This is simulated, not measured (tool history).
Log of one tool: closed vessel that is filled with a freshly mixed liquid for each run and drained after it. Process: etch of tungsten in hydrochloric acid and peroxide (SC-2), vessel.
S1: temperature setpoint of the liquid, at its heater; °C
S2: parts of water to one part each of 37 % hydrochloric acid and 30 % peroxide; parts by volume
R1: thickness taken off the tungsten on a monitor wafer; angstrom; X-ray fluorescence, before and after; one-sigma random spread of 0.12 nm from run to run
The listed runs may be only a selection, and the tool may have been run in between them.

{"run": 1, "hour": 0.0, "S1": 56, "S2": 11.5, "time in the liquid (s)": 145, "R1": 536.38}
{"run": 2, "hour": 7.2, "S1": 56, "S2": 11.5, "time in the liquid (s)": 155, "R1": 579.27}
{"run": 3, "hour": 9.6, "S1": 50, "S2": 11.5, "time in the liquid (s)": 155, "R1": 391.94}
{"run": 4, "hour": 11.2, "S1": 47.5, "S2": 12, "time in the liquid (s)": 155, "R1": 315.6}
{"run": 5, "hour": 13.7, "S1": 47.5, "S2": 12, "time in the liquid (s)": 155, "R1": 322.98}
{"run": 6, "hour": 18.0, "S1": 47.5, "S2": 12, "time in the liquid (s)": 155, "R1": 314.98}
{"run": 7, "hour": 19.3, "S1": 46, "S2": 12.5, "time in the liquid (s)": 155, "R1": 278.88}
{"run": 8, "hour": 22.5, "S1": 44.5, "S2": 12.5, "time in the liquid (s)": 155, "R1": 251.27}
{"run": 9, "hour": 27.6, "S1": 44.5, "S2": 12.5, "time in the liquid (s)": 155, "R1": 250.26}

Run 10 is up next; what results do you expect?
{"run": 10, "hour": 36.3, "S1": 44.5, "S2": 12.5, "time in the liquid (s)": 155, "R1": "?"}

{"run 10": {"R1": 249.29}}

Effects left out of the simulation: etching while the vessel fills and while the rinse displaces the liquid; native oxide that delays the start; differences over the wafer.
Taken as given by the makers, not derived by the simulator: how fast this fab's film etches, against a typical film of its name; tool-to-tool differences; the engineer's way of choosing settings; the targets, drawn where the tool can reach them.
